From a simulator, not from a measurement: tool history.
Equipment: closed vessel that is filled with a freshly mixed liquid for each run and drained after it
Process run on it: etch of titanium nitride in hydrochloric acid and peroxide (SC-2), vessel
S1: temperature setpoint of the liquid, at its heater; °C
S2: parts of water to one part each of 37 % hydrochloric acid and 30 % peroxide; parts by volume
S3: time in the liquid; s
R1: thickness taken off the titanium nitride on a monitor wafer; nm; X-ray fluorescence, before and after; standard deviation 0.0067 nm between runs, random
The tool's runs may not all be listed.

run,day,S1,S2,S3,R1
1,0,63,11,90,3.274
2,0.046,63,11,65,2.35
3,0.112,63,13,65,2.0701
4,0.438,61,13,65,1.7915
5,0.696,59.5,13,65,1.6321
6,0.904,58.5,13,65,1.5344
7,1,57.5,13,65,1.4418
8,1.175,57,13,65,1.4095

Run 9 comes next. What will it give?
9,1.504,56.5,13,65,?

{"run 9": {"R1": 1.3662}}
